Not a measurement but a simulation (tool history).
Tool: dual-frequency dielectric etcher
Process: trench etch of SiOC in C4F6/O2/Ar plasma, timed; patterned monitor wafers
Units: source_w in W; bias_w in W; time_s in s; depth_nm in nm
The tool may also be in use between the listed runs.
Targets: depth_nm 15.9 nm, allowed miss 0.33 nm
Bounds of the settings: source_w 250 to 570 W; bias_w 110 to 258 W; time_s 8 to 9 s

run,hour,source_w,bias_w,time_s,depth_nm
1,0,410,184,9,19.837
2,6.3,410,184,9,20.046
3,11.7,410,203,9,20.486
4,13.5,410,229,9,21.072
5,22.5,370,206,8.5,18.809
6,27,340,198,8.5,18.059
7,31.4,320,191,8.5,17.713
8,33.3,300,183,8.5,17.126

Which of these 5 next moves meets every target?
A,35.2,280,219,8,?
B,35.2,270,161,8.5,?
C,35.2,280,189,8.5,?
D,35.2,300,206,8,?
E,35.2,290,141,9,?

move,depth_nm
A,16.373
B,15.667
C,16.62
D,16.407
E,16.329
A: nearer than the last run, and not there yet
B: meets every target
C: nearer than the last run, and not there yet
D: nearer than the last run, and not there yet
E: nearer than the last run, and not there yet
Move B is the one to make.
